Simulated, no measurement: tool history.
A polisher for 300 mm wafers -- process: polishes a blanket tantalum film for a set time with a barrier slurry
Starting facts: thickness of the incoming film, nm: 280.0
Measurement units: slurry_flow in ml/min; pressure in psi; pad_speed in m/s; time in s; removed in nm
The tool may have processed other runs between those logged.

| run | hour | slurry_flow | pressure | pad_speed | slurry_solids | time | removed |
|---|---|---|---|---|---|---|---|
| 1 | 0.0 | 260 | 1.9 | 1.10 | 1.0 | 68 | 125.93 |
| 2 | 3.4 | 260 | 1.9 | 1.10 | 1.0 | 71 | 125.85 |
| 3 | 4.1 | 260 | 2.2 | 1.16 | 1.0 | 71 | 161.35 |
| 4 | 12.1 | 260 | 1.9 | 1.16 | 1.0 | 71 | 139.64 |
| 5 | 17.9 | 260 | 2.2 | 1.16 | 1.0 | 71 | 157.58 |
| 6 | 22.1 | 260 | 2.2 | 1.34 | 1.0 | 71 | 181.76 |
| 7 | 22.8 | 260 | 2.4 | 1.36 | 1.0 | 71 | 203.32 |
| 8 | 27.9 | 260 | 2.4 | 1.36 | 1.0 | 71 | 200.04 |

Run 9, settings as shown, results not yet in. Your forecast:
| 9 | 36.4 | 260 | 2.6 | 1.38 | 1.0 | 71 | ? |

Run 9 produced removed 223.35 nm.
